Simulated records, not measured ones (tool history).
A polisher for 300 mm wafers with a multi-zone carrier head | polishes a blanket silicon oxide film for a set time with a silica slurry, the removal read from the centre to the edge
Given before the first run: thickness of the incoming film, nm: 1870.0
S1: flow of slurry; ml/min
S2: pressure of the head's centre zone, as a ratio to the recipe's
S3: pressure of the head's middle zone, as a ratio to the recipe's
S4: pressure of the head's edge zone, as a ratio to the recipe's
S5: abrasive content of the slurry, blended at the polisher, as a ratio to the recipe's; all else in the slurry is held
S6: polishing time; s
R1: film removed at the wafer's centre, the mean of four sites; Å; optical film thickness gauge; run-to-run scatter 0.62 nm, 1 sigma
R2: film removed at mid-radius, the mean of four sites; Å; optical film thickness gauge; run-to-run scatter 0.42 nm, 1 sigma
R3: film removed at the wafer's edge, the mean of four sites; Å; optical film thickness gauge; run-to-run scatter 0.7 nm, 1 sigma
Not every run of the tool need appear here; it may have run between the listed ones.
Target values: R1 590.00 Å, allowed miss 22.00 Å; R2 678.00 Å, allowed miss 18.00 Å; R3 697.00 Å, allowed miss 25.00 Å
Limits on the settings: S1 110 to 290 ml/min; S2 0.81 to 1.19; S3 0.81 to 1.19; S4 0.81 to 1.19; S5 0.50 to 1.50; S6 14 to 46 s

| run | hour | S1 | S2 | S3 | S4 | S5 | S6 | R1 | R2 | R3 |
|---|---|---|---|---|---|---|---|---|---|---|
| 1 | 0.0 | 185 | 1.00 | 1.00 | 1.00 | 1.00 | 30 | 910.88 | 998.92 | 994.64 |
| 2 | 3.5 | 180 | 0.98 | 0.98 | 0.98 | 0.90 | 30 | 851.01 | 937.66 | 922.34 |
| 3 | 10.5 | 180 | 0.98 | 0.98 | 0.98 | 0.90 | 27 | 763.33 | 852.95 | 828.17 |
| 4 | 19.1 | 175 | 0.96 | 0.95 | 0.97 | 0.85 | 27 | 724.63 | 807.47 | 815.72 |
| 5 | 27.6 | 170 | 0.95 | 0.94 | 0.95 | 0.80 | 27 | 708.69 | 767.51 | 788.05 |
| 6 | 32.4 | 190 | 0.95 | 0.94 | 0.95 | 0.80 | 27 | 704.11 | 776.26 | 783.08 |
| 7 | 33.8 | 190 | 0.93 | 0.93 | 0.94 | 0.80 | 27 | 695.67 | 784.75 | 793.79 |
| 8 | 39.0 | 185 | 0.92 | 0.92 | 0.93 | 0.75 | 27 | 650.85 | 756.08 | 769.24 |
| 9 | 45.8 | 135 | 0.93 | 0.85 | 0.83 | 0.70 | 27 | 606.52 | 638.59 | 667.14 |
| 10 | 46.3 | 140 | 0.92 | 0.85 | 0.83 | 0.70 | 27 | 612.06 | 639.13 | 670.62 |
| 11 | 50.9 | 145 | 0.91 | 0.86 | 0.83 | 0.70 | 27 | 601.19 | 656.20 | 690.80 |

Which of these 4 next moves meets every target?
| A | 55.5 | 145 | 0.95 | 0.98 | 0.83 | 0.70 | 26 | ? | ? | ? |
| B | 55.5 | 185 | 0.98 | 0.89 | 0.84 | 0.50 | 30 | ? | ? | ? |
| C | 55.5 | 145 | 0.90 | 0.90 | 0.85 | 0.65 | 28 | ? | ? | ? |
| D | 55.5 | 110 | 0.87 | 0.81 | 0.86 | 0.85 | 28 | ? | ? | ? |

| move | R1 | R2 | R3 |
|---|---|---|---|
| A | 596.98 | 696.57 | 649.29 |
| B | 643.39 | 667.30 | 669.44 |
| C | 588.41 | 676.07 | 684.03 |
| D | 586.14 | 646.74 | 734.44 |
A: carries the result that was furthest off beyond its target, to the other side
B: brings the last run's worst result on target, with another outside its allowed miss
C: all results in spec
D: its largest miss is bigger than the last run's
Correct choice: C, which meets every target

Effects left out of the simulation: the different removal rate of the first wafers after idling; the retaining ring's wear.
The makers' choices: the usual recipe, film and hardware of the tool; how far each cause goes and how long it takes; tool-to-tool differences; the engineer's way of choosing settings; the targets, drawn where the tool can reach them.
